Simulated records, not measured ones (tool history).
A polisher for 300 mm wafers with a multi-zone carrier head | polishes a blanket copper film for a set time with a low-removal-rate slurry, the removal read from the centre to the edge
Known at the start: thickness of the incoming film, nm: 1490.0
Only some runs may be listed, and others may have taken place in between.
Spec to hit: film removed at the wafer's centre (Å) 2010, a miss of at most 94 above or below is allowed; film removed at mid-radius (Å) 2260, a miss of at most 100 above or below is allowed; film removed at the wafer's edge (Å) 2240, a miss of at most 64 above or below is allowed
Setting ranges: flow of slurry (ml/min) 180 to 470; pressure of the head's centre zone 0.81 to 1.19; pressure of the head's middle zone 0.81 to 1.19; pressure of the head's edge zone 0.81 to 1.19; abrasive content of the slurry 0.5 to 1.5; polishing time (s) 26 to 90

run    day  flow of slurry (ml/min)  pressure of the head's centre zone  pressure of the head's middle zone  pressure of the head's edge zone  abrasive content of the slurry  polishing time (s)  film removed at the wafer's centre (Å)  film removed at mid-radius (Å)  film removed at the wafer's edge (Å)
  1      0                      300                                   1                                   1                                 1                               1                  58                                  1655.6                          1661.8                                1636.7
  2   0.05                      300                                0.99                                1.01                              1.02                             1.1                  59                                  1711.9                          1752.7                                1685.2
  3  0.333                      300                                0.99                                1.01                              1.07                             1.1                  59                                  1660.6                          1738.9                                1754.8
  4  0.675                      300                                0.99                                1.01                              1.02                             1.1                  59                                  1695.8                          1750.1                                1686.8
  5  0.842                      300                                0.99                                1.01                              1.02                             1.1                  48                                  1381.6                          1433.2                                1381.3
  6  1.179                      300                                0.99                                1.08                              1.02                             1.1                  48                                  1369.1                          1536.6                                1376.1
  7    1.2                      300                                0.99                                1.08                              1.04                            1.15                  51                                  1420.9                          1587.8                                1482.1
  8  1.446                      325                                1.05                                1.18                              1.13                             1.4                  67                                  2198.2                          2371.9                                2150.2
  9  1.633                      320                                1.04                                1.17                              1.14                             1.4                  67                                  2112.5                          2381.5                                2110.3
 10  1.879                      320                                1.03                                1.14                              1.15                             1.4                  67                                  2128.6                          2313.3                                2136.3
 11  1.958                      320                                1.02                                1.13                              1.16                             1.4                  67                                  2072.7                          2231.9                                2154.5
 12  2.058                      320                                1.01                                1.13                              1.16                             1.4                  67                                  2062.4                          2322.4                                2145.6
 13  2.388                      320                                   1                                1.12                              1.16                             1.4                  67                                  2019.7                          2240.3                                2150.3

Exercise: of the 5 proposed moves below, exactly one satisfies all targets within the stated allowed misses. Which move is it?
  A  2.717                      310                                0.98                                1.09                              1.18                             1.5                  68                                       ?                               ?                                     ?
  B  2.717                      315                                0.82                                1.19                              1.12                            1.45                  71                                       ?                               ?                                     ?
  C  2.717                      310                                1.06                                1.06                              1.14                             1.5                  66                                       ?                               ?                                     ?
  D  2.717                      320                                1.04                                1.18                              1.09                             1.4                  64                                       ?                               ?                                     ?
  E  2.717                      335                                1.02                                1.16                              1.14                            1.35                  65                                       ?                               ?                                     ?

move  film removed at the wafer's centre (Å)  film removed at mid-radius (Å)  film removed at the wafer's edge (Å)
   A                                  2067.2                          2263.7                                2212.7
   B                                  1794.4                          2536.7                                2236.8
   C                                  2171.1                          2144.6                                2113.1
   D                                  2043.3                          2253.9                                1978.5
   E                                  2027.3                          2246.6                                  2043
A: in spec on every target
B: the worst result of the last run now meets its target, but another is out of spec
C: lands further from the targets than the last run did
D: lands further from the targets than the last run did
E: lands further from the targets than the last run did
The right move is A.
